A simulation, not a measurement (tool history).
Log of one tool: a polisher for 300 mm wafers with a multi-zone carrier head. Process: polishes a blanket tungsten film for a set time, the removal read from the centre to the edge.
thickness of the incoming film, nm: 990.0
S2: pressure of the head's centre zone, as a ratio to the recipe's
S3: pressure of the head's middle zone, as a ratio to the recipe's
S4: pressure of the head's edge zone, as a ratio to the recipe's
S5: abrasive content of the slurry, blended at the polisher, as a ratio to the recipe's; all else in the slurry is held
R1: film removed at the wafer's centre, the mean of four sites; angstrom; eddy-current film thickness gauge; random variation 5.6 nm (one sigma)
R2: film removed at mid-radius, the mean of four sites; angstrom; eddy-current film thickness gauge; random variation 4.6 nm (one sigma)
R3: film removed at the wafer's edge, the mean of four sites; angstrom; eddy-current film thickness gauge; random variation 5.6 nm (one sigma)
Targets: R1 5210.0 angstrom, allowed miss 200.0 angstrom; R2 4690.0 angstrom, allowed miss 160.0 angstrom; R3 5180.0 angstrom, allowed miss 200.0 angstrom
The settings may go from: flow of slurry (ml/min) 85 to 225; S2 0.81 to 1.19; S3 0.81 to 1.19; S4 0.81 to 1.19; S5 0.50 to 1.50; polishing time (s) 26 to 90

run 1 hour=0.0 | flow_of_slurry_(ml/min)=145 S2=1.00 S3=1.00 S4=1.00 S5=1.00 polishing_time_(s)=58 | R1=3489.5 R2=3746.5 R3=3764.5
run 2 hour=0.8 | flow_of_slurry_(ml/min)=150 S2=1.02 S3=1.00 S4=1.02 S5=1.10 polishing_time_(s)=59 | R1=3756.8 R2=3891.6 R3=3889.3
run 3 hour=4.7 | flow_of_slurry_(ml/min)=150 S2=1.02 S3=0.99 S4=1.04 S5=1.15 polishing_time_(s)=61 | R1=3987.1 R2=4092.3 R3=4049.3
run 4 hour=10.7 | flow_of_slurry_(ml/min)=150 S2=0.96 S3=0.99 S4=1.04 S5=1.15 polishing_time_(s)=61 | R1=3756.2 R2=4089.5 R3=4147.0
-- hour=17.2 edge zone pressure recalibrated
run 5 hour=17.2 | flow_of_slurry_(ml/min)=150 S2=1.00 S3=0.99 S4=1.04 S5=1.15 polishing_time_(s)=61 | R1=3897.1 R2=4107.1 R3=4033.0
run 6 hour=22.2 | flow_of_slurry_(ml/min)=155 S2=1.00 S3=0.96 S4=1.05 S5=1.15 polishing_time_(s)=63 | R1=4160.8 R2=4170.8 R3=4067.9
run 7 hour=23.5 | flow_of_slurry_(ml/min)=145 S2=1.01 S3=0.96 S4=1.07 S5=1.20 polishing_time_(s)=64 | R1=4207.3 R2=4179.0 R3=4274.5
run 8 hour=28.8 | flow_of_slurry_(ml/min)=140 S2=1.03 S3=0.96 S4=1.08 S5=1.25 polishing_time_(s)=65 | R1=4256.1 R2=4250.6 R3=4366.2
run 9 hour=30.2 | flow_of_slurry_(ml/min)=135 S2=1.05 S3=0.95 S4=1.09 S5=1.30 polishing_time_(s)=66 | R1=4429.5 R2=4250.7 R3=4394.6
run 10 hour=31.1 | flow_of_slurry_(ml/min)=130 S2=1.05 S3=0.94 S4=1.11 S5=1.35 polishing_time_(s)=67 | R1=4489.1 R2=4294.7 R3=4690.0

Which of these 4 next moves meets every target?
run A hour=32.0 | flow_of_slurry_(ml/min)=185 S2=1.04 S3=0.89 S4=1.14 S5=1.30 polishing_time_(s)=77 | R1=? R2=? R3=?
run B hour=32.0 | flow_of_slurry_(ml/min)=125 S2=1.03 S3=0.93 S4=1.16 S5=1.35 polishing_time_(s)=79 | R1=? R2=? R3=?
run C hour=32.0 | flow_of_slurry_(ml/min)=90 S2=0.98 S3=0.87 S4=1.19 S5=1.50 polishing_time_(s)=84 | R1=? R2=? R3=?
run D hour=32.0 | flow_of_slurry_(ml/min)=90 S2=1.14 S3=0.95 S4=1.14 S5=1.15 polishing_time_(s)=83 | R1=? R2=? R3=?

move=A R1=5615.6 R2=5041.3 R3=5535.0
move=B R1=5272.3 R2=5000.5 R3=5448.8
move=C R1=4906.4 R2=4677.6 R3=5623.9
move=D R1=5223.8 R2=4658.4 R3=5109.3
A: takes the result that was furthest off past its target
B: brings the result that was furthest off to its target, and leaves another outside
C: nearer than the last run, and not there yet
D: meets every target
The right move is D.
